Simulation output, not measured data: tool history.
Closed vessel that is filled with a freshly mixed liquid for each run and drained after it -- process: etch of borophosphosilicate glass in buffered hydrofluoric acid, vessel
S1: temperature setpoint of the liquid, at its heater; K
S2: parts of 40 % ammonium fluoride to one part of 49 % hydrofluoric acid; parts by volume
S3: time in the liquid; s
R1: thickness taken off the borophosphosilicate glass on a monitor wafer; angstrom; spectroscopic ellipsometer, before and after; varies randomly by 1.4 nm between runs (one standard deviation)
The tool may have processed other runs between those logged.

run 1 hour=0 | S1=293.15 S2=14.5 S3=90 | R1=876.01
run 2 hour=1.1 | S1=295.15 S2=14.5 S3=90 | R1=968.84
run 3 hour=9.8 | S1=295.15 S2=14.5 S3=90 | R1=968.81
run 4 hour=11.1 | S1=291.65 S2=14.5 S3=90 | R1=802.58
run 5 hour=14.6 | S1=293.15 S2=14.5 S3=90 | R1=876.4
run 6 hour=21 | S1=293.15 S2=11 S3=90 | R1=1145.6
run 7 hour=22.5 | S1=295.15 S2=10.5 S3=90 | R1=1321.8
run 8 hour=24 | S1=295.15 S2=10.5 S3=90 | R1=1330

For run 9, what comes out?
run 9 hour=29.3 | S1=296.65 S2=10.5 S3=90 | R1=?

Run 9 gave R1 1458.5 angstrom.

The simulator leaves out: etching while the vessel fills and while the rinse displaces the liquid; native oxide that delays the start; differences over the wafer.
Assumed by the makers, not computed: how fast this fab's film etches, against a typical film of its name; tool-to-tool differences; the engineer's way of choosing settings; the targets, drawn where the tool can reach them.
